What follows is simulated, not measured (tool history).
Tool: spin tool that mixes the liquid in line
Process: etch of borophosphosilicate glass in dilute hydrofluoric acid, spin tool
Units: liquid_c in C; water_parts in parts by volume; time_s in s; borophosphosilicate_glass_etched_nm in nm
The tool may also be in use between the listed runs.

run,hour,liquid_c,water_parts,time_s,borophosphosilicate_glass_etched_nm
1,0,22,155,60,21.332
2,2.8,24.5,155,60,23.732
3,7.1,23.5,160,60,21.988
4,13.7,23.5,160,60,22.045
5,14.7,22.5,165,60,20.477
6,17.6,22.5,165,65,21.882

The next listed run, before its measurement:
7,25.1,22,170,65,?

borophosphosilicate_glass_etched_nm: 20.854 nm
